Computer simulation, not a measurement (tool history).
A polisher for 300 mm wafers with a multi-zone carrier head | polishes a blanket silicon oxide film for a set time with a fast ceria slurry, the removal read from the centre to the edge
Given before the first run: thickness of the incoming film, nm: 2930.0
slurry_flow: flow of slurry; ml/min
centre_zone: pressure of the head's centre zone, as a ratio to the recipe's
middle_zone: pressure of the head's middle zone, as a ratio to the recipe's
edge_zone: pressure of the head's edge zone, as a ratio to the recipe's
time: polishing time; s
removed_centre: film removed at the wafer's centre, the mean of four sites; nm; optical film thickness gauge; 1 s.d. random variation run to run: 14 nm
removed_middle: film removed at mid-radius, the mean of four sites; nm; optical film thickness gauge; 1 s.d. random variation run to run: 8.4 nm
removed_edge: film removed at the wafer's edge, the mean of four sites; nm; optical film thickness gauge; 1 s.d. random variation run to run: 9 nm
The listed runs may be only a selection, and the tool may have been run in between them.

run 1 hour=0.0 | slurry_flow=290 centre_zone=1.00 middle_zone=1.00 edge_zone=1.00 time=61 | removed_centre=911.41 removed_middle=913.02 removed_edge=929.08
run 2 hour=8.2 | slurry_flow=300 centre_zone=1.04 middle_zone=1.01 edge_zone=1.03 time=62 | removed_centre=975.47 removed_middle=923.67 removed_edge=956.90
run 3 hour=8.9 | slurry_flow=300 centre_zone=1.04 middle_zone=1.08 edge_zone=1.03 time=62 | removed_centre=969.48 removed_middle=988.24 removed_edge=954.35
run 4 hour=15.4 | slurry_flow=310 centre_zone=1.07 middle_zone=1.08 edge_zone=1.06 time=63 | removed_centre=1024.30 removed_middle=1002.90 removed_edge=986.36
run 5 hour=17.3 | slurry_flow=310 centre_zone=1.07 middle_zone=1.14 edge_zone=1.06 time=63 | removed_centre=1029.10 removed_middle=1038.70 removed_edge=979.68
run 6 hour=23.7 | slurry_flow=310 centre_zone=1.07 middle_zone=1.14 edge_zone=1.06 time=70 | removed_centre=1136.80 removed_middle=1163.10 removed_edge=1095.50
run 7 hour=26.5 | slurry_flow=305 centre_zone=1.08 middle_zone=1.11 edge_zone=1.05 time=70 | removed_centre=1175.00 removed_middle=1144.60 removed_edge=1099.80
run 8 hour=31.6 | slurry_flow=300 centre_zone=1.08 middle_zone=1.08 edge_zone=1.04 time=69 | removed_centre=1127.90 removed_middle=1093.70 removed_edge=1075.40
run 9 hour=35.9 | slurry_flow=295 centre_zone=1.10 middle_zone=1.06 edge_zone=1.04 time=69 | removed_centre=1139.40 removed_middle=1067.60 removed_edge=1071.00
run 10 hour=40.9 | slurry_flow=295 centre_zone=1.11 middle_zone=1.05 edge_zone=1.04 time=69 | removed_centre=1156.40 removed_middle=1076.40 removed_edge=1071.10

Run 11 has not been measured yet. What should we expect?
run 11 hour=47.8 | slurry_flow=295 centre_zone=1.12 middle_zone=1.03 edge_zone=1.04 time=69 | removed_centre=? removed_middle=? removed_edge=?

Run 11 gave removed_centre 1178.00 nm, removed_middle 1045.10 nm, removed_edge 1080.70 nm.
